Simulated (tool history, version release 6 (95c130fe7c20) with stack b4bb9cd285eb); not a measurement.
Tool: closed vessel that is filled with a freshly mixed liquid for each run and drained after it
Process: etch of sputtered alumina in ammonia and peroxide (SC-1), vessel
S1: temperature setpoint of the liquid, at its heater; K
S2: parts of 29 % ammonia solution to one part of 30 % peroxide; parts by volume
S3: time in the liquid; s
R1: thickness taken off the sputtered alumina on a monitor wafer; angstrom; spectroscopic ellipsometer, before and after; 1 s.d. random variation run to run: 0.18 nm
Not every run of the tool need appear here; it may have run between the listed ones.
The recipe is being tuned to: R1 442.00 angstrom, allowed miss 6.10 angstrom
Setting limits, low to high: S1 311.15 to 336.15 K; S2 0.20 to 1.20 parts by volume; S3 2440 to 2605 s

run	hour	S1	S2	S3	R1
1	0.0	320.15	0.70	2440	780.95
2	1.9	320.15	0.70	2605	832.82
3	4.6	317.65	0.60	2565	706.49
4	7.1	316.15	0.50	2545	634.07
5	16.1	316.15	0.70	2545	654.87
6	20.7	316.15	0.55	2545	638.92
7	28.3	316.15	0.55	2545	632.68
8	32.2	314.65	0.45	2535	572.61
9	33.7	313.65	0.40	2520	529.70
10	37.5	313.15	0.35	2515	508.24

Of the 4 settings listed for the next run, only one would bring every result within its allowed miss of target. Which one?
A	41.3	315.15	0.45	2520	?
B	41.3	311.65	0.20	2520	?
C	41.3	312.15	0.40	2455	?
D	41.3	314.15	0.30	2545	?

move	R1
A	585.96
B	441.10
C	473.15
D	536.99
A: moves away from the targets compared with the last run
B: every result within its allowed miss
C: moves toward the targets from the last run without getting all of them in spec
D: moves away from the targets compared with the last run
Go with B: it meets all targets.

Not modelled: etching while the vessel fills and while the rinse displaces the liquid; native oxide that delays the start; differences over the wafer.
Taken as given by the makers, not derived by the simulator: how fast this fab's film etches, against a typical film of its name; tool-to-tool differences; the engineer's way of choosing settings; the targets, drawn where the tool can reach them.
